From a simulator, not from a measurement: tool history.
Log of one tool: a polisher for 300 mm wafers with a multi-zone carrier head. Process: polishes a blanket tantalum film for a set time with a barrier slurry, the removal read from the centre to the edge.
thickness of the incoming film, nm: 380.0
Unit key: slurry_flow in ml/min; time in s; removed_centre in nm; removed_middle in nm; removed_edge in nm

run  hour  slurry_flow  centre_zone  middle_zone  edge_zone  slurry_solids  time  removed_centre  removed_middle  removed_edge
  1     0          220            1            1          1              1    55          113.21           115.3        112.33
  2   8.7          220            1            1          1            1.2    55           120.8          120.28        116.87
  3  14.5          220            1            1          1           1.05    55          115.23           113.8        116.22
  4  15.6          225         1.01         1.02       1.02            1.1    57          124.61          122.21        126.22
  5  16.5          225         1.01         1.02       1.02            1.3    57          130.99          129.09        127.18
  6  22.1          230         1.01         1.04       1.02           1.35    59          135.41          138.72        133.57
  7    26          235         1.02         1.06       1.02           1.35    60          138.94          145.95        134.14
  8  32.4          240         1.04         1.08       1.04           1.35    61           145.8          149.65        140.83
  9  35.1          245         1.05         1.09       1.05           1.35    62          149.45          152.13        141.48
 10  35.7          245         1.05          1.1       1.06           1.35    63          152.88          156.13        149.87

Run 11 is up next; what results do you expect?
 11  41.2          250         1.06         1.11       1.06           1.35    64               ?               ?             ?

removed_centre: 155.36 nm
removed_middle: 159.96 nm
removed_edge: 148.11 nm

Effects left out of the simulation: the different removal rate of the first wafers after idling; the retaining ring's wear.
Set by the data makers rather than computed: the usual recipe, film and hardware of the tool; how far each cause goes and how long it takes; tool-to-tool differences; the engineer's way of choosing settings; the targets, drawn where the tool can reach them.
